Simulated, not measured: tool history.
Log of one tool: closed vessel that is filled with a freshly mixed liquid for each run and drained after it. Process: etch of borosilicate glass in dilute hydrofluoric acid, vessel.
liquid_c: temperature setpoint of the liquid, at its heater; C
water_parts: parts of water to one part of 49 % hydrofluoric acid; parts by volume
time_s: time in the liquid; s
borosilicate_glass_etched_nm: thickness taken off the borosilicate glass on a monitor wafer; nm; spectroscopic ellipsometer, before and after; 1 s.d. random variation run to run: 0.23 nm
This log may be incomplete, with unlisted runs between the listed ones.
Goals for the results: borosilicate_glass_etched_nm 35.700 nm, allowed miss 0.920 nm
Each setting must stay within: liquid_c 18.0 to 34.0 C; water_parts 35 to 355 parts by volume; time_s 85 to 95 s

run 1 hour=0.0 | liquid_c=26.0 water_parts=195 time_s=85 | borosilicate_glass_etched_nm=21.026
run 2 hour=1.8 | liquid_c=27.5 water_parts=185 time_s=85 | borosilicate_glass_etched_nm=23.927
run 3 hour=2.7 | liquid_c=28.5 water_parts=180 time_s=85 | borosilicate_glass_etched_nm=25.528
run 4 hour=5.6 | liquid_c=28.5 water_parts=180 time_s=95 | borosilicate_glass_etched_nm=28.239
run 5 hour=9.3 | liquid_c=30.5 water_parts=180 time_s=95 | borosilicate_glass_etched_nm=30.300
run 6 hour=10.2 | liquid_c=30.5 water_parts=240 time_s=95 | borosilicate_glass_etched_nm=21.328
run 7 hour=17.5 | liquid_c=31.0 water_parts=225 time_s=95 | borosilicate_glass_etched_nm=23.590
run 8 hour=26.4 | liquid_c=31.5 water_parts=215 time_s=95 | borosilicate_glass_etched_nm=25.515
run 9 hour=35.6 | liquid_c=32.0 water_parts=205 time_s=95 | borosilicate_glass_etched_nm=27.207
run 10 hour=43.7 | liquid_c=32.5 water_parts=200 time_s=95 | borosilicate_glass_etched_nm=28.906
run 11 hour=46.8 | liquid_c=33.0 water_parts=195 time_s=95 | borosilicate_glass_etched_nm=30.246
run 12 hour=49.9 | liquid_c=33.0 water_parts=190 time_s=95 | borosilicate_glass_etched_nm=31.129
run 13 hour=56.7 | liquid_c=33.0 water_parts=185 time_s=95 | borosilicate_glass_etched_nm=32.121

Exactly one of the 4 candidate moves below puts every result within its allowed miss. Which one?
run A hour=63.5 | liquid_c=31.5 water_parts=155 time_s=95 | borosilicate_glass_etched_nm=?
run B hour=63.5 | liquid_c=28.5 water_parts=165 time_s=85 | borosilicate_glass_etched_nm=?
run C hour=63.5 | liquid_c=34.0 water_parts=175 time_s=95 | borosilicate_glass_etched_nm=?
run D hour=63.5 | liquid_c=34.0 water_parts=165 time_s=95 | borosilicate_glass_etched_nm=?

move=A borosilicate_glass_etched_nm=37.999
move=B borosilicate_glass_etched_nm=28.330
move=C borosilicate_glass_etched_nm=35.701
move=D borosilicate_glass_etched_nm=38.394
A: takes the biggest miss from the last run beyond its target
B: lands further from the targets than the last run did
C: each result inside its tolerance
D: takes the biggest miss from the last run beyond its target
C meets every target.

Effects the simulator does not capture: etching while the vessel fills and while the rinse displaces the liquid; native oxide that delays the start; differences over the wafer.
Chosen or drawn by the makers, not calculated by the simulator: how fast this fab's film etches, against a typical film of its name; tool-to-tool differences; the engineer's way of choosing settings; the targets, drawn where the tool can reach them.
